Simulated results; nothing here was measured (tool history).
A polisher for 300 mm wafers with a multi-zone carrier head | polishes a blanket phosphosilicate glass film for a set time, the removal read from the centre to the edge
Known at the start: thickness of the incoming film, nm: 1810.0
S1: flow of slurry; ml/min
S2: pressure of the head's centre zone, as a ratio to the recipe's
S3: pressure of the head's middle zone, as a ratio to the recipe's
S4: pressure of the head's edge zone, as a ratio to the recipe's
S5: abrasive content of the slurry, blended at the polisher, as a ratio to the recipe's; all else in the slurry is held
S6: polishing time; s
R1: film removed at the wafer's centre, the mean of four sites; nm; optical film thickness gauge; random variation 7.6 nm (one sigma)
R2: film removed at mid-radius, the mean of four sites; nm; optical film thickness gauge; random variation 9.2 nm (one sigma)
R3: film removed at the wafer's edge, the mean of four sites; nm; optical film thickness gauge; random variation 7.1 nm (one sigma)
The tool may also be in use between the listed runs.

run,hour,S1,S2,S3,S4,S5,S6,R1,R2,R3
1,0,210,1,1,1,1,83,629.03,606.61,616.27
2,0.9,210,1.05,1,1,1,83,666.76,625.14,636.4
3,4,225,1.08,1.05,1.03,1,83,695.1,649.58,645.96
4,12.9,225,1.08,1.05,1.03,1,66,554.51,515.66,499.56
5,17.1,225,1.14,1.05,1.03,1,66,576.07,514.04,515.7
6,24.2,225,1.12,1.09,1.06,1.15,69,632.86,591.23,582.86
7,31.4,240,1.12,1.12,1.06,1.25,70,682.36,664.08,617.64
8,36.5,250,1.13,1.14,1.09,1.3,70,703.95,683.9,640.72
9,38.9,255,1.13,1.15,1.11,1.35,70,708.34,718.15,659.31
10,42.8,255,1.13,1.15,1.11,1.35,70,712.44,707.28,657.05

Forecast run 11:
11,45.7,260,1.14,1.16,1.12,1.4,71,?,?,?

{"run 11": {"R1": 729.38, "R2": 723.29, "R3": 670.65}}

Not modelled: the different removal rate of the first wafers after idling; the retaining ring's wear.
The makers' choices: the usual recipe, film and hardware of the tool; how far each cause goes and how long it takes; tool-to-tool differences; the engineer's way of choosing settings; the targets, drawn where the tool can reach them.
